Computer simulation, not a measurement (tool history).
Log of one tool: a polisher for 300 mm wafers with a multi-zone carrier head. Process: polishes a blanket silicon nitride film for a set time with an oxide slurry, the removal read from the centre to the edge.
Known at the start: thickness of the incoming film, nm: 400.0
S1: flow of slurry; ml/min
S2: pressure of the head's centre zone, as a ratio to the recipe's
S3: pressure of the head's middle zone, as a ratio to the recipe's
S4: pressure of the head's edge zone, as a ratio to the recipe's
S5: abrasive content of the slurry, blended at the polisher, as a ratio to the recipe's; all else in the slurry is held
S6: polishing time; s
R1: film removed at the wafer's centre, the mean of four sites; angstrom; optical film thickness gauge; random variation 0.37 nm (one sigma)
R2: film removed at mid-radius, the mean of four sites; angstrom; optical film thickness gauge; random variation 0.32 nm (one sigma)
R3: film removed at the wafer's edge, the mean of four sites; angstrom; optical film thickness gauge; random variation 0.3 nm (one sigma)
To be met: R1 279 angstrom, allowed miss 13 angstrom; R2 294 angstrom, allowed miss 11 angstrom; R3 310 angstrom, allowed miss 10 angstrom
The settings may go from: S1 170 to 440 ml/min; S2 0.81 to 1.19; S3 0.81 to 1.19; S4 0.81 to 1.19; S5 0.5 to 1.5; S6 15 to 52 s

run  hour   S1    S2    S3    S4    S5  S6      R1      R2      R3
  1     0  280     1     1     1     1  33  205.47  213.89   209.7
  2   7.1  280  1.03     1     1     1  33  211.54   213.8  206.39
  3  12.8  280  1.03  0.92     1     1  33  212.42  203.11  205.88
  4  16.8  280     1  0.92     1     1  33  210.65  199.67  206.43
  5  21.5  280     1  0.92  1.07     1  33  207.81  196.72  215.33
  6  30.5  280     1  0.92  1.15     1  33  213.74  197.57  224.03
  7  33.1  285  0.94  1.02  1.17  1.25  36  248.39  276.62  282.55
  8  34.5  290  0.95  1.01  1.18   1.3  36  259.03  275.81   283.4
  9  40.6  290  0.94     1  1.18  1.35  36  254.78   278.3  295.76
 10  42.9  295  0.95     1  1.18   1.4  36  266.91  282.94  303.82
 11    50  300  0.96  1.01  1.18   1.4  36  268.07  284.16  295.21

5 next moves are on the table. One of them brings every result within its allowed miss. Which?
  A  57.1  275  1.11   1.1  1.14   1.5  33   ?   ?   ?
  B  57.1  205  1.03  0.89  1.19   1.5  39   ?   ?   ?
  C  57.1  335  1.09  1.12  1.11  1.35  35   ?   ?   ?
  D  57.1  330  0.97  0.95  1.13  1.45  34   ?   ?   ?
  E  57.1  345  0.95  0.98  1.13     1  45   ?   ?   ?

move      R1      R2      R3
   A  285.33  290.23  274.99
   B  299.75  275.93  323.55
   C  290.26  304.49   278.8
   D  259.46  265.44  282.59
   E  276.21  295.76  306.33
A: further off than the last run
B: takes the result that was furthest off past its target
C: further off than the last run
D: further off than the last run
E: meets every target
Move E is the one to make.

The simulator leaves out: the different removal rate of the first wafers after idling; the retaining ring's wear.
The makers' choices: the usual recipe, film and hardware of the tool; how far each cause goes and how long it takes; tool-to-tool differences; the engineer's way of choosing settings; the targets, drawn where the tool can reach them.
